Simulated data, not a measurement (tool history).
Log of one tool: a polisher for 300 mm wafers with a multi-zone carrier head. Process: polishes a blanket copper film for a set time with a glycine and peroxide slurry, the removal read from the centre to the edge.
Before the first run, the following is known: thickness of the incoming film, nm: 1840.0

| run | hour | flow of slurry (ml/min) | pressure of the head's centre zone | pressure of the head's middle zone | pressure of the head's edge zone | polishing time (s) | film removed at the wafer's centre (angstrom) | film removed at mid-radius (angstrom) | film removed at the wafer's edge (angstrom) |
|---|---|---|---|---|---|---|---|---|---|
| 1 | 0 | 265 | 1 | 1 | 1 | 60 | 2536.5 | 2447.5 | 2560.9 |
| 2 | 3.6 | 265 | 1.04 | 1 | 1 | 60 | 2547.6 | 2479.4 | 2575 |
| 3 | 11.1 | 265 | 1.04 | 0.91 | 1 | 60 | 2685.7 | 2331 | 2560.7 |
| 4 | 18.1 | 265 | 1.04 | 0.91 | 0.93 | 60 | 2599.1 | 2300.2 | 2451.4 |
| 5 | 25.1 | 265 | 1.04 | 0.91 | 0.88 | 60 | 2582.3 | 2341.7 | 2395.2 |
| 6 | 30.1 | 265 | 1.04 | 0.91 | 0.88 | 49 | 2139.6 | 1915.5 | 1961.8 |

What does the tool deliver on the next run?
| 7 | 38.8 | 265 | 1.01 | 0.93 | 0.89 | 49 | ? | ? | ? |

film removed at the wafer's centre (angstrom): 2065
film removed at mid-radius (angstrom): 1951
film removed at the wafer's edge (angstrom): 2022.9

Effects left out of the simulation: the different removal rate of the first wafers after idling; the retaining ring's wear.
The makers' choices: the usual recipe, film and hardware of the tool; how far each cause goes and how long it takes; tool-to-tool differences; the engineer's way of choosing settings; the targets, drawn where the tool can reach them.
